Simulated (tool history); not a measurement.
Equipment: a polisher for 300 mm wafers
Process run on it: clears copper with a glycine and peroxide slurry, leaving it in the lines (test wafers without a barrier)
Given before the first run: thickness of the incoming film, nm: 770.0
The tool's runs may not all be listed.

| run | hour | flow of slurry (ml/min) | pressure of the wafer on the pad (psi) | speed of the pad under the wafer (m/s) | overpolish time after the end point (s) | time until the end point was called (s) | dishing of a wide line in a test structure (angstrom) |
|---|---|---|---|---|---|---|---|
| 1 | 0 | 300 | 3.5 | 0.82 | 19 | 135.51 | 602.83 |
| 2 | 2.1 | 260 | 2.9 | 0.96 | 15 | 142.83 | 487.59 |
| 3 | 3.1 | 235 | 2.6 | 1.06 | 12 | 138.58 | 409.52 |
| 4 | 9.4 | 235 | 2.1 | 1.06 | 12 | 159.69 | 366.54 |
| 5 | 11.7 | 215 | 2.1 | 1.12 | 10 | 151.87 | 317.62 |
| 6 | 16.2 | 205 | 2.3 | 1.16 | 9 | 141.06 | 321.84 |
| 7 | 22.3 | 195 | 2.4 | 1.2 | 8 | 136.45 | 298.57 |
| 8 | 30.5 | 190 | 2.6 | 1.22 | 7 | 128.39 | 282.53 |
| 9 | 36.4 | 185 | 2.8 | 1.24 | 7 | 119.07 | 294.56 |

Run 10 is up next; what results do you expect?
| 10 | 40 | 185 | 2.9 | 1.24 | 7 | ? | ? |

{"run 10": {"time until the end point was called (s)": 116.23, "dishing of a wide line in a test structure (angstrom)": 309.86}}
